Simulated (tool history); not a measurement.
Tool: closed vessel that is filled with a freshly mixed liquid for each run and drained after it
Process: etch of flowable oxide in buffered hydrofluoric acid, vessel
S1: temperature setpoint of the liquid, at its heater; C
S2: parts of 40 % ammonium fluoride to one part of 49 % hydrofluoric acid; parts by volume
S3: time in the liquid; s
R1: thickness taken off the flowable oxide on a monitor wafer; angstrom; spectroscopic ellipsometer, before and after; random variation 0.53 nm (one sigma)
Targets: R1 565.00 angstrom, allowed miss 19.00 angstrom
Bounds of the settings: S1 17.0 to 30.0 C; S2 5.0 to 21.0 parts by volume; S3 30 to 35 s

run	day	S1	S2	S3	R1
1	0.000	22.0	13.0	35	813.38
2	0.267	20.5	13.5	35	736.48
3	0.304	19.5	14.0	35	662.90
4	0.329	19.0	14.0	35	638.00
5	0.621	19.0	12.5	35	734.46
6	0.700	18.5	13.0	35	661.09
7	1.025	18.0	13.0	35	653.95
8	1.133	17.5	13.5	35	610.61

Which of these 4 next moves meets every target?
A	1.242	20.0	13.5	30	?
B	1.242	17.5	13.0	35	?
C	1.242	17.0	12.0	30	?
D	1.242	17.5	12.5	35	?

move	R1
A	592.61
B	622.94
C	561.26
D	647.35
A: nearer than the last run, and not there yet
B: further off than the last run
C: meets every target
D: further off than the last run
Move C is the one to make.
